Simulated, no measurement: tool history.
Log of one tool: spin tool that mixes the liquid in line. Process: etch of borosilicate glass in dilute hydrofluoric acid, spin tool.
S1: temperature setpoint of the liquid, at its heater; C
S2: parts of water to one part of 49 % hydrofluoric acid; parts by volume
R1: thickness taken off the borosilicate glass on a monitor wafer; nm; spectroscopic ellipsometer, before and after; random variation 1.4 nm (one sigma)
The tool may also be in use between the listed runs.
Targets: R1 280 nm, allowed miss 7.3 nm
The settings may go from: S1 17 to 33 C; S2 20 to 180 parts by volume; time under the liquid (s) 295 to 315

Run 1, hour 0: S1 25 C, S2 100 parts by volume, time under the liquid (s) 295. Result: R1 77.149 nm.
Run 2, hour 6.5: S1 25 C, S2 100 parts by volume, time under the liquid (s) 315. Result: R1 83.171 nm.
Run 3, hour 14: S1 25 C, S2 100 parts by volume, time under the liquid (s) 295. Result: R1 77.867 nm.
Run 4, hour 21.4: S1 27 C, S2 75 parts by volume, time under the liquid (s) 300. Result: R1 117.73 nm.
Run 5, hour 25.4: S1 28.5 C, S2 60 parts by volume, time under the liquid (s) 300. Result: R1 159.29 nm.
Run 6, hour 30.8: S1 31 C, S2 60 parts by volume, time under the liquid (s) 300. Result: R1 175.44 nm.
Run 7, hour 31.4: S1 31.5 C, S2 50 parts by volume, time under the liquid (s) 300. Result: R1 220.12 nm.
Run 8, hour 37: S1 33 C, S2 35 parts by volume, time under the liquid (s) 300. Result: R1 341.35 nm.
Run 9, hour 43.8: S1 33 C, S2 35 parts by volume, time under the liquid (s) 300. Result: R1 339.44 nm.
Run 10, hour 45.4: S1 32 C, S2 35 parts by volume, time under the liquid (s) 300. Result: R1 325.62 nm.

4 next moves are on the table. One of them brings every result within its allowed miss. Which?
Run A, hour 47: S1 31.5 C, S2 40 parts by volume, time under the liquid (s) 300. Result: R1 ?.
Run B, hour 47: S1 30 C, S2 35 parts by volume, time under the liquid (s) 295. Result: R1 ?.
Run C, hour 47: S1 29 C, S2 35 parts by volume, time under the liquid (s) 305. Result: R1 ?.
Run D, hour 47: S1 32.5 C, S2 30 parts by volume, time under the liquid (s) 305. Result: R1 ?.

move      R1
   A  278.34
   B  297.17
   C  295.21
   D  398.95
A: meets every target
B: nearer than the last run, and not there yet
C: nearer than the last run, and not there yet
D: further off than the last run
Move A is the one to make.
